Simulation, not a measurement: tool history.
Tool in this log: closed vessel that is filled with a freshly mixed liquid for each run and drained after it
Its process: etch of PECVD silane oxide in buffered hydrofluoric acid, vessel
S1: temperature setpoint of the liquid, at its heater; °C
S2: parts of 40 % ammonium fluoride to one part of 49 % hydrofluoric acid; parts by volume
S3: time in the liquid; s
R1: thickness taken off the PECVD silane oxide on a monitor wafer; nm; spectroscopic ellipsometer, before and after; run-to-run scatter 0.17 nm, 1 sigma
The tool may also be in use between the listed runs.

| run | day | S1 | S2 | S3 | R1 |
|---|---|---|---|---|---|
| 1 | 0.000 | 21.0 | 13.5 | 30 | 40.533 |
| 2 | 0.229 | 23.0 | 13.5 | 30 | 45.508 |
| 3 | 0.371 | 21.0 | 15.0 | 30 | 36.869 |
| 4 | 0.550 | 21.0 | 13.5 | 30 | 41.212 |
| 5 | 0.696 | 19.5 | 15.0 | 30 | 34.040 |
| 6 | 0.883 | 18.5 | 16.0 | 30 | 29.838 |
| 7 | 1.204 | 18.0 | 16.5 | 30 | 27.954 |
| 8 | 1.421 | 17.5 | 17.0 | 30 | 26.771 |

What does the tool deliver on the next run?
| 9 | 1.504 | 17.5 | 17.5 | 30 | ? |

R1: 26.098 nm
